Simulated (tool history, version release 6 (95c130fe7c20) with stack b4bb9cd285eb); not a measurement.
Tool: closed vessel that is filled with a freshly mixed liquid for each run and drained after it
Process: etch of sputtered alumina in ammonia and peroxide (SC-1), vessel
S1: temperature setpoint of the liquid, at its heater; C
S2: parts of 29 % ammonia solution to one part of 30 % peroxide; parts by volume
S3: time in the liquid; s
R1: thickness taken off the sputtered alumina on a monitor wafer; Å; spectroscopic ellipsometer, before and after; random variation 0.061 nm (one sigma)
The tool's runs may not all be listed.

run  hour    S1    S2   S3      R1
  1     0    49  0.55  405  225.55
  2   8.3    49  0.55  405  223.62
  3   9.8    47   0.5  380  187.79
  4  15.5  45.5  0.45  375  167.54
  5  19.1    50  0.45  375  219.62
  6  28.6    50  0.65  375  223.79
  7  33.3  47.5  0.55  360  183.68

Run 8 comes next. What will it give?
  8  39.4  45.5  0.55  360   ?

R1: 165.77 Å
